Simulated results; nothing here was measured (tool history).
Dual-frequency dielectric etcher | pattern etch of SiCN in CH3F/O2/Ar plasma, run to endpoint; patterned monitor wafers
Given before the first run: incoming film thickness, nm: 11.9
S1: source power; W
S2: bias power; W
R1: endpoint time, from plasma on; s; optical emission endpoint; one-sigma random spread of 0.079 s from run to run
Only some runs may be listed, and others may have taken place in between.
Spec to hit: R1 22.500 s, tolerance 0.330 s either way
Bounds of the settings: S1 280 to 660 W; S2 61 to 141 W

| run | day | S1 | S2 | R1 |
|---|---|---|---|---|
| 1 | 0.000 | 470 | 101 | 25.500 |
| 2 | 0.050 | 500 | 102 | 24.843 |
| 3 | 0.217 | 420 | 102 | 26.797 |
| 4 | 0.417 | 340 | 102 | 28.759 |
| 5 | 0.538 | 340 | 111 | 28.221 |
| 6 | 0.883 | 390 | 112 | 26.444 |
| 7 | 1.083 | 420 | 113 | 25.833 |
| 8 | 1.350 | 450 | 114 | 25.166 |
| 9 | 1.396 | 470 | 115 | 24.574 |

Pick the move, out of 4, that brings all results within their allowed miss; only one does.
| A | 1.442 | 530 | 118 | ? |
| B | 1.442 | 540 | 125 | ? |
| C | 1.442 | 530 | 120 | ? |
| D | 1.442 | 520 | 115 | ? |

| move | R1 |
|---|---|
| A | 23.250 |
| B | 22.652 |
| C | 23.123 |
| D | 23.617 |
A: closes in on the targets versus the last run, not all within tolerance yet
B: every result lands within tolerance
C: closes in on the targets versus the last run, not all within tolerance yet
D: closes in on the targets versus the last run, not all within tolerance yet
B is the move that brings every result within its allowed miss.
